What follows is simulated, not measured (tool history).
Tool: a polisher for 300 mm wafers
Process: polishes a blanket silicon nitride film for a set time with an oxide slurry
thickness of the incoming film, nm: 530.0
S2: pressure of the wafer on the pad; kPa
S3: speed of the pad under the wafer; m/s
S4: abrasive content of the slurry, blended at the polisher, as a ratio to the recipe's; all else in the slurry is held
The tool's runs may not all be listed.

{"run": 1, "hour": 0.0, "flow of slurry (ml/min)": 280, "S2": 31.7, "S3": 0.94, "S4": 1.0, "polishing time (s)": 40, "film removed (Å)": 301.88}
{"run": 2, "hour": 0.7, "flow of slurry (ml/min)": 220, "S2": 31.7, "S3": 0.94, "S4": 1.0, "polishing time (s)": 40, "film removed (Å)": 294.52}
{"run": 3, "hour": 6.7, "flow of slurry (ml/min)": 220, "S2": 31.7, "S3": 0.94, "S4": 1.0, "polishing time (s)": 40, "film removed (Å)": 295.3}
{"run": 4, "hour": 15.2, "flow of slurry (ml/min)": 260, "S2": 31.7, "S3": 0.94, "S4": 1.0, "polishing time (s)": 40, "film removed (Å)": 296.68}
{"run": 5, "hour": 18.7, "flow of slurry (ml/min)": 260, "S2": 26.2, "S3": 0.9, "S4": 1.0, "polishing time (s)": 40, "film removed (Å)": 252.8}
{"run": 6, "hour": 21.5, "flow of slurry (ml/min)": 260, "S2": 33.8, "S3": 0.9, "S4": 1.0, "polishing time (s)": 40, "film removed (Å)": 311.31}
{"run": 7, "hour": 22.5, "flow of slurry (ml/min)": 260, "S2": 33.8, "S3": 0.9, "S4": 1.0, "polishing time (s)": 40, "film removed (Å)": 306.64}
{"run": 8, "hour": 23.0, "flow of slurry (ml/min)": 260, "S2": 27.6, "S3": 0.84, "S4": 1.0, "polishing time (s)": 40, "film removed (Å)": 251.63}

Run 9 comes next. What will it give?
{"run": 9, "hour": 28.6, "flow of slurry (ml/min)": 260, "S2": 23.4, "S3": 0.78, "S4": 1.0, "polishing time (s)": 40, "film removed (Å)": "?"}

{"run 9": {"film removed (Å)": 218.11}}
